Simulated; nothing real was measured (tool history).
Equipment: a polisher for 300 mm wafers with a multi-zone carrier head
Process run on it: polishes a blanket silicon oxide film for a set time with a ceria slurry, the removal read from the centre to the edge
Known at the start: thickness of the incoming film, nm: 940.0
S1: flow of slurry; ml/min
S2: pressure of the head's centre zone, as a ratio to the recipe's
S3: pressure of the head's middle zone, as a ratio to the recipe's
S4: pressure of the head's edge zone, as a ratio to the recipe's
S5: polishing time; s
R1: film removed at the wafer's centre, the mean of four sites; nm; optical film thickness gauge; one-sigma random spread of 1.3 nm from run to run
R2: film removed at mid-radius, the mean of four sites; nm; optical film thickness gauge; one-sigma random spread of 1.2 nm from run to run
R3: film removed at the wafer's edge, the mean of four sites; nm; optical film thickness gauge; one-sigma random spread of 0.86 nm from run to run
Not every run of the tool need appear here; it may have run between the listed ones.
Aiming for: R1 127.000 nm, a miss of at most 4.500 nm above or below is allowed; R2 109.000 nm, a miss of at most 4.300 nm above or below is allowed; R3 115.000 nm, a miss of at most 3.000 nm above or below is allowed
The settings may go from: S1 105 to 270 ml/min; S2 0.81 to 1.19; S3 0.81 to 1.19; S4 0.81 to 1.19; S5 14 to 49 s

{"run": 1, "day": 0.0, "S1": 175, "S2": 1.0, "S3": 1.0, "S4": 1.0, "S5": 31, "R1": 94.095, "R2": 93.216, "R3": 94.282}
{"run": 2, "day": 0.088, "S1": 175, "S2": 1.0, "S3": 0.95, "S4": 1.0, "S5": 31, "R1": 95.161, "R2": 88.386, "R3": 94.042}
{"run": 3, "day": 0.421, "S1": 195, "S2": 1.0, "S3": 0.95, "S4": 1.0, "S5": 31, "R1": 93.601, "R2": 90.301, "R3": 94.933}
{"run": 4, "day": 0.721, "S1": 195, "S2": 1.0, "S3": 0.95, "S4": 1.0, "S5": 27, "R1": 83.763, "R2": 79.231, "R3": 82.998}
{"run": 5, "day": 0.775, "S1": 195, "S2": 1.0, "S3": 1.03, "S4": 1.0, "S5": 27, "R1": 84.065, "R2": 85.396, "R3": 83.356}
{"run": 6, "day": 0.975, "S1": 195, "S2": 0.94, "S3": 1.03, "S4": 1.0, "S5": 27, "R1": 78.577, "R2": 85.023, "R3": 82.514}
{"run": 7, "day": 1.192, "S1": 195, "S2": 0.96, "S3": 1.03, "S4": 1.01, "S5": 28, "R1": 83.48, "R2": 86.542, "R3": 85.376}
{"run": 8, "day": 1.296, "S1": 195, "S2": 0.98, "S3": 1.03, "S4": 1.02, "S5": 29, "R1": 87.852, "R2": 90.703, "R3": 89.991}
{"run": 9, "day": 1.592, "S1": 195, "S2": 1.0, "S3": 1.03, "S4": 1.03, "S5": 29, "R1": 89.53, "R2": 90.415, "R3": 89.37}
{"run": 10, "day": 1.912, "S1": 195, "S2": 1.01, "S3": 1.03, "S4": 1.04, "S5": 30, "R1": 93.857, "R2": 94.296, "R3": 91.84}
{"run": 11, "day": 2.2, "S1": 195, "S2": 1.02, "S3": 1.02, "S4": 1.04, "S5": 31, "R1": 97.644, "R2": 96.252, "R3": 95.855}
{"run": 12, "day": 2.375, "S1": 195, "S2": 1.03, "S3": 1.02, "S4": 1.05, "S5": 31, "R1": 98.59, "R2": 95.676, "R3": 98.196}
{"run": 13, "day": 2.633, "S1": 245, "S2": 1.13, "S3": 1.1, "S4": 1.14, "S5": 33, "R1": 119.99, "R2": 112.05, "R3": 109.08}

Exercise: of the 5 proposed moves below, exactly one satisfies all targets within the stated allowed misses. Which move is it?
{"run": "A", "day": 2.892, "S1": 260, "S2": 1.18, "S3": 0.91, "S4": 1.19, "S5": 34, "R1": "?", "R2": "?", "R3": "?"}
{"run": "B", "day": 2.892, "S1": 265, "S2": 1.15, "S3": 0.99, "S4": 1.15, "S5": 35, "R1": "?", "R2": "?", "R3": "?"}
{"run": "C", "day": 2.892, "S1": 215, "S2": 1.08, "S3": 1.02, "S4": 1.19, "S5": 35, "R1": "?", "R2": "?", "R3": "?"}
{"run": "D", "day": 2.892, "S1": 245, "S2": 1.11, "S3": 0.93, "S4": 1.19, "S5": 34, "R1": "?", "R2": "?", "R3": "?"}
{"run": "E", "day": 2.892, "S1": 235, "S2": 1.13, "S3": 1.1, "S4": 1.1, "S5": 36, "R1": "?", "R2": "?", "R3": "?"}

move=A R1=130.090 R2=97.478 R3=114.690
move=B R1=130.850 R2=107.920 R3=116.570
move=C R1=119.650 R2=108.110 R3=115.980
move=D R1=121.460 R2=98.656 R3=114.100
move=E R1=130.410 R2=119.820 R3=116.570
A: the furthest-off result lands on target, but another misses its tolerance
B: hits every target within its allowed miss
C: the furthest-off result lands on target, but another misses its tolerance
D: the furthest-off result lands on target, but another misses its tolerance
E: the furthest-off result lands on target, but another misses its tolerance
B is the move that brings every result within its allowed miss.
